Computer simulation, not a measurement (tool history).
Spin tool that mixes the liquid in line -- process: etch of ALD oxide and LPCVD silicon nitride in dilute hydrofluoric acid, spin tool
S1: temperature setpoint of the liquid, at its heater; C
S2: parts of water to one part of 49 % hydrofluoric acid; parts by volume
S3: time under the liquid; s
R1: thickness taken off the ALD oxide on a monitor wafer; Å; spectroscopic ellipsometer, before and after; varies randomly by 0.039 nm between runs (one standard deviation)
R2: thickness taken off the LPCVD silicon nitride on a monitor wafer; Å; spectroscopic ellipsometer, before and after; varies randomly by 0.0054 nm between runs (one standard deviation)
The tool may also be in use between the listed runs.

| run | hour | S1 | S2 | S3 | R1 | R2 |
|---|---|---|---|---|---|---|
| 1 | 0.0 | 26.0 | 50 | 85 | 332.57 | 10.2000 |
| 2 | 0.6 | 22.5 | 50 | 85 | 289.38 | 8.0927 |
| 3 | 6.8 | 22.5 | 55 | 80 | 243.65 | 6.7188 |
| 4 | 14.1 | 25.0 | 55 | 80 | 269.40 | 8.2708 |
| 5 | 20.5 | 25.0 | 55 | 95 | 318.27 | 9.3808 |
| 6 | 26.1 | 23.0 | 55 | 95 | 295.38 | 9.0139 |
| 7 | 30.2 | 22.5 | 60 | 90 | 250.22 | 7.0954 |
| 8 | 36.7 | 22.5 | 65 | 80 | 201.45 | 6.0549 |
| 9 | 41.1 | 22.0 | 70 | 75 | 172.19 | 4.9722 |

Predict the results of run 10:
| 10 | 50.1 | 22.0 | 75 | 70 | ? | ? |

Run 10 gave R1 150.72 Å, R2 4.3514 Å.
